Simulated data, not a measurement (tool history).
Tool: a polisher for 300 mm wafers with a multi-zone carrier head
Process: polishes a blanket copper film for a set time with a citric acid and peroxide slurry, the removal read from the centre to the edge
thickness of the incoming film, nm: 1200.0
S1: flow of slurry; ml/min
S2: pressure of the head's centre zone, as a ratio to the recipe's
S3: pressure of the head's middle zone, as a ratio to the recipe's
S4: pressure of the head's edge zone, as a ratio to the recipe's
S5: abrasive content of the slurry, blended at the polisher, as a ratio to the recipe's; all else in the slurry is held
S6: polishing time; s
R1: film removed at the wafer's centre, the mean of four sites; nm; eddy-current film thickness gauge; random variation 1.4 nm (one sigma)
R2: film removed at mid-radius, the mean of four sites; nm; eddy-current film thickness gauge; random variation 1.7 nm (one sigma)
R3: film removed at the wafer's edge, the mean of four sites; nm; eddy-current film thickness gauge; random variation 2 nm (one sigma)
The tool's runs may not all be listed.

{"run": 1, "hour": 0.0, "S1": 135, "S2": 1, "S3": 1, "S4": 1, "S5": 1, "S6": 67, "R1": 104.12, "R2": 102.78, "R3": 102.74}
{"run": 2, "hour": 7.6, "S1": 135, "S2": 1, "S3": 1, "S4": 1, "S5": 1, "S6": 83, "R1": 129.32, "R2": 126.54, "R3": 129.82}
{"run": 3, "hour": 12.8, "S1": 140, "S2": 1.01, "S3": 1.02, "S4": 1.02, "S5": 1.05, "S6": 83, "R1": 129.91, "R2": 134.87, "R3": 132.23}
{"run": 4, "hour": 16.7, "S1": 140, "S2": 1.01, "S3": 1.02, "S4": 1.02, "S5": 1.25, "S6": 83, "R1": 135.63, "R2": 137.13, "R3": 137.08}
{"hour": 21.2, "done": "worn pad replaced by a new one"}
{"run": 5, "hour": 21.2, "S1": 140, "S2": 1.01, "S3": 1.02, "S4": 1.02, "S5": 1.25, "S6": 69, "R1": 126.3, "R2": 126.98, "R3": 125.71}
{"run": 6, "hour": 27.7, "S1": 140, "S2": 1.01, "S3": 1.02, "S4": 1.02, "S5": 1.25, "S6": 83, "R1": 151.52, "R2": 150.96, "R3": 148.86}

The next listed run, before its measurement:
{"run": 7, "hour": 30.4, "S1": 145, "S2": 1.01, "S3": 1.02, "S4": 1.03, "S5": 1.25, "S6": 83, "R1": "?", "R2": "?", "R3": "?"}

Run 7 gave R1 150.51 nm, R2 155.16 nm, R3 152.15 nm.

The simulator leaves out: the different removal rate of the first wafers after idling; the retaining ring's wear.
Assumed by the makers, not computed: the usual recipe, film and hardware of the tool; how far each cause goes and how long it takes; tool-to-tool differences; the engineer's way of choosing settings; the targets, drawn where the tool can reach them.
